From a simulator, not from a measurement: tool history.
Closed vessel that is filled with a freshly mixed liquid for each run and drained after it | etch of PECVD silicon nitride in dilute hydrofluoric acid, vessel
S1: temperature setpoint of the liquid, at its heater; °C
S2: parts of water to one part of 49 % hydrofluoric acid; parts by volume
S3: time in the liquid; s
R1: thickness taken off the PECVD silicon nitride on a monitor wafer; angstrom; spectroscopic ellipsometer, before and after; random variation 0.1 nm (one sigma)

run 1 day=0 | S1=22 S2=40 S3=195 | R1=166.9
run 2 day=0.142 | S1=22 S2=50 S3=195 | R1=133.08
run 3 day=0.458 | S1=23.5 S2=50 S3=195 | R1=147.54
run 4 day=0.771 | S1=23.5 S2=50 S3=140 | R1=106.33
run 5 day=1.133 | S1=23.5 S2=65 S3=140 | R1=81.913
run 6 day=1.2 | S1=23.5 S2=55 S3=140 | R1=97.149

Run 7 comes next. What will it give?
run 7 day=1.438 | S1=25 S2=50 S3=140 | R1=?

R1: 117.46 angstrom
